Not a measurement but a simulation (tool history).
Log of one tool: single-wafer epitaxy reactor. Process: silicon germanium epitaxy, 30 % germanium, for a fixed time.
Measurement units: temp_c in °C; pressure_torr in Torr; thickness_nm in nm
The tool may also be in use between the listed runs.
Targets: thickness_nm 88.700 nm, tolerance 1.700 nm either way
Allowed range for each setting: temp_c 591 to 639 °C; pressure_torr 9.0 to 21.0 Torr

run	hour	temp_c	pressure_torr	thickness_nm
1	0.0	615	15.0	65.694
2	7.8	615	17.3	70.384
3	10.1	605	17.3	57.394
4	11.3	596	17.3	47.760
5	13.6	601	17.3	52.872
6	16.9	594	17.3	45.658
7	19.8	603	17.4	55.190
8	22.9	615	17.8	71.030
9	25.3	618	17.8	75.527
10	29.1	620	17.8	78.703
11	31.1	622	17.8	82.153
12	38.4	623	17.8	82.982
13	42.6	624	17.8	85.771
14	50.6	625	17.8	86.915
# hour 55.4: capacitance manometer re-zeroed and calibrated
15	55.4	626	17.8	90.609

Next run, 4 choices. One meets every target within its allowed miss, the rest don't. Which?
A	60.2	627	16.5	?
B	60.2	624	16.9	?
C	60.2	620	20.0	?
D	60.2	623	17.5	?

move	thickness_nm
A	89.808
B	85.548
C	84.881
D	85.132
A: each result inside its tolerance
B: takes the biggest miss from the last run beyond its target
C: takes the biggest miss from the last run beyond its target
D: takes the biggest miss from the last run beyond its target
A meets every target.

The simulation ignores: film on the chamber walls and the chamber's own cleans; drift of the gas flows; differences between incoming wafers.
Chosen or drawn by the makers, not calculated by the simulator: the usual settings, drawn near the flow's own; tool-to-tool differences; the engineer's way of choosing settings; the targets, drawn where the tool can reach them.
